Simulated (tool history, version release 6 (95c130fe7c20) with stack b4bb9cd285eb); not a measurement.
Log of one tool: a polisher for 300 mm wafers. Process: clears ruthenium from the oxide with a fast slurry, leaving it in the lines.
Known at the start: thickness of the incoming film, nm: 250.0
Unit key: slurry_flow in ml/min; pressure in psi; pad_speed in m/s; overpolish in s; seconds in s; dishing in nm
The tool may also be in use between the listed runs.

run,hour,slurry_flow,pressure,pad_speed,slurry_solids,overpolish,seconds,dishing
1,0,150,1.6,1,1,24,102.89,41.354
2,6.9,150,1.6,1,1,21,103.16,37.107
3,8.9,130,1.6,1,1,21,105.32,36.179
4,15.1,130,1.6,1,1.2,21,101,36.707
5,19.8,130,1.6,1,1.2,19,95.555,35.823
6,20.5,130,1.6,1,1.2,17,98.609,32.029

Run 7 is up next; what results do you expect?
7,27.4,130,1.6,1,1.2,16,?,?

{"run 7": {"seconds": 98.565, "dishing": 30.135}}

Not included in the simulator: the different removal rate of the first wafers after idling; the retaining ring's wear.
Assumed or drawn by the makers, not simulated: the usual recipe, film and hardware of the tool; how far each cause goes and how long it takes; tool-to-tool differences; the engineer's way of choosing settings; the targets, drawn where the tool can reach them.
